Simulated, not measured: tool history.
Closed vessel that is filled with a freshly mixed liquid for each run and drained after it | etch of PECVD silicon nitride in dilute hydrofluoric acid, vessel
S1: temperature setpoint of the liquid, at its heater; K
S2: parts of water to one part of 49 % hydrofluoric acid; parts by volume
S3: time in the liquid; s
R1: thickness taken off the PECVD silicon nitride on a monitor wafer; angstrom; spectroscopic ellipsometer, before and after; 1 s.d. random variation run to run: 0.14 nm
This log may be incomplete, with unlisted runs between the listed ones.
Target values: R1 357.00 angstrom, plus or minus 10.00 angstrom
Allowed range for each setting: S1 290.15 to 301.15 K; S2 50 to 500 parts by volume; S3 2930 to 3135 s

run  hour      S1   S2    S3      R1
  1   0.0  293.15  275  2930  213.55
  2   1.3  295.15  275  2930  242.22
  3   4.4  296.65  275  2930  265.72
  4   6.1  297.65  275  2930  282.85
  5  10.3  299.15  275  2930  311.35
  6  11.4  297.15  275  2930  273.52
  7  15.1  298.15  275  2930  292.05
  8  23.9  298.65  275  2930  301.22
  9  30.3  299.15  275  2930  310.72
 10  33.8  299.65  275  2930  320.11
 11  41.5  300.15  275  2930  328.12

Of the 5 settings listed for the next run, only one would bring every result within its allowed miss of target. Which one?
  A  49.2  296.15  240  2930   ?
  B  49.2  299.15  295  2950   ?
  C  49.2  298.65  230  2930   ?
  D  49.2  297.65  285  3135   ?
  E  49.2  300.15  295  3015   ?

move      R1
   A  297.61
   B  293.49
   C  362.74
   D  294.83
   E  318.38
A: further off than the last run
B: further off than the last run
C: meets every target
D: further off than the last run
E: further off than the last run
The move that meets every target is C.

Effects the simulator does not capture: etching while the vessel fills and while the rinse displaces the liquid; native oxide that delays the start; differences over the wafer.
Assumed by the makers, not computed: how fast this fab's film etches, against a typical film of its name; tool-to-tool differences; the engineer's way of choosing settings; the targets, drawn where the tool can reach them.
